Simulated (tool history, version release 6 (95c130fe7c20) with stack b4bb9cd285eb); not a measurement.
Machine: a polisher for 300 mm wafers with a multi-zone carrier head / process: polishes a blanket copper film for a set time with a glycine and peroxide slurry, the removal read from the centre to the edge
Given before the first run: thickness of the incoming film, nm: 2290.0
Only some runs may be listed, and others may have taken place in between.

run	hour	flow of slurry (ml/min)	pressure of the head's centre zone	pressure of the head's middle zone	pressure of the head's edge zone	polishing time (s)	film removed at the wafer's centre (nm)	film removed at mid-radius (nm)	film removed at the wafer's edge (nm)
1	0	200	1	1	1	83	456.43	473.73	454.89
2	7.6	195	1.02	1.01	0.96	83	465.03	474	443.53
3	11.1	190	1.03	1.02	0.93	83	464.17	462.15	441.81
4	12.8	190	1.03	1.02	0.97	83	463.7	459.66	444.18
5	18.2	205	1.04	1.05	0.94	82	472.17	498.68	436.76
6	21.3	205	1.04	0.97	0.94	82	466.1	454.62	436.73
7	22.3	215	1.05	0.98	0.92	81	476.82	461.71	434.19
8	29.2	220	1.06	1	0.9	80	473.88	460.05	417.5
9	31.8	225	1.06	1.01	0.89	80	478.18	460.43	420.08

What does the tool deliver on the next run?
10	35.3	230	1.06	1.03	0.88	80	?	?	?

Run 10 yielded film removed at the wafer's centre (nm) 475.68, film removed at mid-radius (nm) 470.68, film removed at the wafer's edge (nm) 421.13.
